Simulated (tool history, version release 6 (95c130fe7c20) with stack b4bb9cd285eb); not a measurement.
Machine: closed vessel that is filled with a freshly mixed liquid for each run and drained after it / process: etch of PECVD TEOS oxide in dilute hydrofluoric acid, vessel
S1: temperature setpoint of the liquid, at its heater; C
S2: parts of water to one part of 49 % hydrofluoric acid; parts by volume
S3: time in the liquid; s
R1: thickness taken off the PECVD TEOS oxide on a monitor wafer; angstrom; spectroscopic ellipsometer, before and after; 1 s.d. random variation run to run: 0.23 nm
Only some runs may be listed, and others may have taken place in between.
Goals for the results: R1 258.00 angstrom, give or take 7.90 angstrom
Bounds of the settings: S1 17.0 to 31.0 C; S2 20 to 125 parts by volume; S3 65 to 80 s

run	hour	S1	S2	S3	R1
1	0.0	23.0	70	80	161.44
2	8.8	23.0	70	80	162.52
3	10.3	20.0	70	80	142.87
4	12.6	20.0	50	80	204.35
5	18.3	20.0	50	80	204.52
6	19.8	21.5	50	80	215.05
7	24.5	23.0	50	80	232.31
8	27.5	23.0	50	80	231.52
9	32.0	23.5	50	80	234.25

4 candidate next runs follow, results not yet known. Just one meets every target within its allowed miss. Identify it.
A	36.5	23.0	45	80	?
B	36.5	22.0	45	75	?
C	36.5	24.0	55	80	?
D	36.5	24.5	45	80	?

move	R1
A	260.00
B	233.74
C	219.10
D	276.71
A: all results in spec
B: roughly where the last run was
C: lands further from the targets than the last run did
D: moves the result that the last run missed by most past its target, out the other side
The right move is A.

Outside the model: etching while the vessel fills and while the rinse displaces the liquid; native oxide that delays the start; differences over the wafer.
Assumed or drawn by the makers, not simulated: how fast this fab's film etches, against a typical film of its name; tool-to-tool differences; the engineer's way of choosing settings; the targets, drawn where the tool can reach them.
